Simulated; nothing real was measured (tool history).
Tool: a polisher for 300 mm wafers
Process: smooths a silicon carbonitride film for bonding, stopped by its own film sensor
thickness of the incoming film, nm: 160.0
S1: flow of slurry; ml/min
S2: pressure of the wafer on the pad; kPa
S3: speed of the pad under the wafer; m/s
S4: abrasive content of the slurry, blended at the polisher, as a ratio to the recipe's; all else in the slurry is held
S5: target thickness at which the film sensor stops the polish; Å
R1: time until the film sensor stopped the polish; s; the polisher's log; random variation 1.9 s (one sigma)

run 1 hour=0 | S1=225 S2=12.4 S3=0.86 S4=1 S5=1480 | R1=71.782
run 2 hour=1.7 | S1=225 S2=11.7 S3=0.84 S4=1 S5=1480 | R1=75.53
run 3 hour=9.1 | S1=225 S2=11 S3=0.82 S4=1 S5=1480 | R1=81.43
run 4 hour=15.8 | S1=225 S2=13.8 S3=0.82 S4=1 S5=1480 | R1=65.743
run 5 hour=19 | S1=225 S2=12.4 S3=0.8 S4=1 S5=1480 | R1=75.404
run 6 hour=24.9 | S1=180 S2=12.4 S3=0.8 S4=1 S5=1480 | R1=75.361
run 7 hour=32.6 | S1=180 S2=11.7 S3=0.78 S4=1 S5=1480 | R1=78.94

The next listed run, before its measurement:
run 8 hour=34.7 | S1=180 S2=11 S3=0.76 S4=1 S5=1480 | R1=?

R1: 89.193 s
